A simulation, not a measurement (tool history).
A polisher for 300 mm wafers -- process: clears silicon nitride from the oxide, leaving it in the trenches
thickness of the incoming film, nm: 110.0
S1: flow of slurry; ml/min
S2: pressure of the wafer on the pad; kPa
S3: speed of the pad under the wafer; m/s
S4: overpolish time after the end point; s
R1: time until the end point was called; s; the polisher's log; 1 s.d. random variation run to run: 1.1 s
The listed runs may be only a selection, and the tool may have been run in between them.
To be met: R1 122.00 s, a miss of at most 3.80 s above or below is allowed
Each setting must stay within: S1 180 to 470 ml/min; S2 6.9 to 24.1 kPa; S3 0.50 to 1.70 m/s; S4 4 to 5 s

run	hour	S1	S2	S3	S4	R1
1	0.0	300	15.2	1.10	5	182.93
2	2.6	300	15.2	1.10	5	182.78
3	6.0	300	17.2	1.10	5	166.70
4	13.6	300	19.3	1.10	5	153.28
5	16.4	300	20.7	1.10	5	143.60
6	21.5	300	20.7	1.10	5	144.16
7	23.7	300	21.4	1.10	5	140.14
8	30.3	300	22.1	1.10	5	138.29
9	39.3	300	22.8	1.12	5	132.71
10	42.0	300	23.4	1.14	5	127.32

Next run, 4 choices. One meets every target within its allowed miss, the rest don't. Which?
A	44.7	300	24.1	1.24	4	?
B	44.7	250	21.4	1.20	5	?
C	44.7	215	22.1	1.30	4	?
D	44.7	370	22.8	1.32	4	?

move	R1
A	114.93
B	133.04
C	122.33
D	111.29
A: takes the result that was furthest off past its target
B: further off than the last run
C: all results in spec
D: takes the result that was furthest off past its target
Correct choice: C, which meets every target
